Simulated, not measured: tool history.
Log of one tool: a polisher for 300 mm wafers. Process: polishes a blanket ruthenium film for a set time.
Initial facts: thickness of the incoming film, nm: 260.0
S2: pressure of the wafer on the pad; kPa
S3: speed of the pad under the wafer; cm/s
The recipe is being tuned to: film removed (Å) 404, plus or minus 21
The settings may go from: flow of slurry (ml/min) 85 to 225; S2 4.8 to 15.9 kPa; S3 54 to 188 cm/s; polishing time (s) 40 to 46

Run 1, hour 0: flow of slurry (ml/min) 145, S2 10.3 kPa, S3 120 cm/s, polishing time (s) 46. Result: film removed (Å) 540.26.
Run 2, hour 7.4: flow of slurry (ml/min) 145, S2 9.7 kPa, S3 118 cm/s, polishing time (s) 46. Result: film removed (Å) 500.77.
Run 3, hour 14.4: flow of slurry (ml/min) 145, S2 11.7 kPa, S3 118 cm/s, polishing time (s) 46. Result: film removed (Å) 568.25.
Run 4, hour 22.4: flow of slurry (ml/min) 145, S2 11.7 kPa, S3 140 cm/s, polishing time (s) 46. Result: film removed (Å) 658.08.
Run 5, hour 30.4: flow of slurry (ml/min) 120, S2 11.7 kPa, S3 140 cm/s, polishing time (s) 46. Result: film removed (Å) 636.36.
Run 6, hour 37.3: flow of slurry (ml/min) 120, S2 10.3 kPa, S3 136 cm/s, polishing time (s) 46. Result: film removed (Å) 581.09.
Run 7, hour 45.4: flow of slurry (ml/min) 120, S2 9 kPa, S3 132 cm/s, polishing time (s) 46. Result: film removed (Å) 520.38.
Run 8, hour 49.4: flow of slurry (ml/min) 120, S2 8.3 kPa, S3 130 cm/s, polishing time (s) 46. Result: film removed (Å) 490.6.
Run 9, hour 51.7: flow of slurry (ml/min) 120, S2 7.6 kPa, S3 128 cm/s, polishing time (s) 46. Result: film removed (Å) 453.54.
Run 10, hour 59.4: flow of slurry (ml/min) 120, S2 6.9 kPa, S3 128 cm/s, polishing time (s) 46. Result: film removed (Å) 441.85.

Exactly one of the 5 candidate moves below puts every result within its allowed miss. Which one?
Run A, hour 67.1: flow of slurry (ml/min) 130, S2 6.9 kPa, S3 126 cm/s, polishing time (s) 46. Result: film removed (Å) ?.
Run B, hour 67.1: flow of slurry (ml/min) 140, S2 6.2 kPa, S3 142 cm/s, polishing time (s) 46. Result: film removed (Å) ?.
Run C, hour 67.1: flow of slurry (ml/min) 135, S2 8.3 kPa, S3 102 cm/s, polishing time (s) 46. Result: film removed (Å) ?.
Run D, hour 67.1: flow of slurry (ml/min) 170, S2 5.5 kPa, S3 144 cm/s, polishing time (s) 46. Result: film removed (Å) ?.
Run E, hour 67.1: flow of slurry (ml/min) 100, S2 5.5 kPa, S3 160 cm/s, polishing time (s) 46. Result: film removed (Å) ?.

move  film removed (Å)
   A            431.74
   B            467.27
   C            391.44
   D            464.17
   E            456.46
A: moves toward the targets from the last run without getting all of them in spec
B: moves away from the targets compared with the last run
C: all results in spec
D: moves away from the targets compared with the last run
E: moves away from the targets compared with the last run
Answer: C

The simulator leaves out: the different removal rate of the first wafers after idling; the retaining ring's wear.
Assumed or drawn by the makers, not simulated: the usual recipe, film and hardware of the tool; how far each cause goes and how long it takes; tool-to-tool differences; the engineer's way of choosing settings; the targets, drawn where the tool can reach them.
